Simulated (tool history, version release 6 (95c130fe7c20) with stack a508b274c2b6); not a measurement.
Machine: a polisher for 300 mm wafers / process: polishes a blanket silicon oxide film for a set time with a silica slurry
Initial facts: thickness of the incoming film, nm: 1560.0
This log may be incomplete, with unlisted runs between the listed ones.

run,hour,flow of slurry (ml/min),pressure of the wafer on the pad (kPa),speed of the pad under the wafer (cm/s),abrasive content of the slurry,polishing time (s),film removed (nm)
1,0.0,195,26.9,90,1.0,23,49.991
2,6.0,195,26.9,90,1.0,21,45.170
3,10.8,195,26.9,90,1.0,21,45.979
4,13.6,195,26.9,90,0.8,21,42.886
5,17.3,225,26.9,90,0.8,21,43.985
6,22.2,225,26.9,90,1.0,21,45.268

Expected results for the next run?
7,29.2,225,24.8,90,1.0,21,?

film removed (nm): 44.428
